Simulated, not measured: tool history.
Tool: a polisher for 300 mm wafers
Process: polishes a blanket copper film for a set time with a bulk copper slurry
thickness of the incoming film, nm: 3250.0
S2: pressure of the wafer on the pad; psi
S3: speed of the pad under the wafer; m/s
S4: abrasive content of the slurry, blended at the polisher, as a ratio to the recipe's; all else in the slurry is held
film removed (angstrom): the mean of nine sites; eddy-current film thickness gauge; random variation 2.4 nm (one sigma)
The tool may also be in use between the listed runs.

run 1 day=0.000 | flow_of_slurry_(ml/min)=260 S2=2.2 S3=0.94 S4=1.0 polishing_time_(s)=78 | film_removed_(angstrom)=5867.5
run 2 day=0.333 | flow_of_slurry_(ml/min)=260 S2=2.2 S3=0.94 S4=1.1 polishing_time_(s)=78 | film_removed_(angstrom)=5872.0
run 3 day=0.421 | flow_of_slurry_(ml/min)=260 S2=2.7 S3=0.94 S4=1.1 polishing_time_(s)=78 | film_removed_(angstrom)=7148.3
run 4 day=0.467 | flow_of_slurry_(ml/min)=315 S2=2.7 S3=0.94 S4=1.1 polishing_time_(s)=78 | film_removed_(angstrom)=7438.3
run 5 day=0.571 | flow_of_slurry_(ml/min)=315 S2=2.7 S3=1.08 S4=1.1 polishing_time_(s)=78 | film_removed_(angstrom)=8417.6
run 6 day=0.633 | flow_of_slurry_(ml/min)=315 S2=3.2 S3=1.08 S4=1.1 polishing_time_(s)=78 | film_removed_(angstrom)=9984.6

Forecast run 7:
run 7 day=0.729 | flow_of_slurry_(ml/min)=310 S2=2.8 S3=0.96 S4=1.1 polishing_time_(s)=78 | film_removed_(angstrom)=?

{"run 7": {"film removed (angstrom)": 7756.3}}

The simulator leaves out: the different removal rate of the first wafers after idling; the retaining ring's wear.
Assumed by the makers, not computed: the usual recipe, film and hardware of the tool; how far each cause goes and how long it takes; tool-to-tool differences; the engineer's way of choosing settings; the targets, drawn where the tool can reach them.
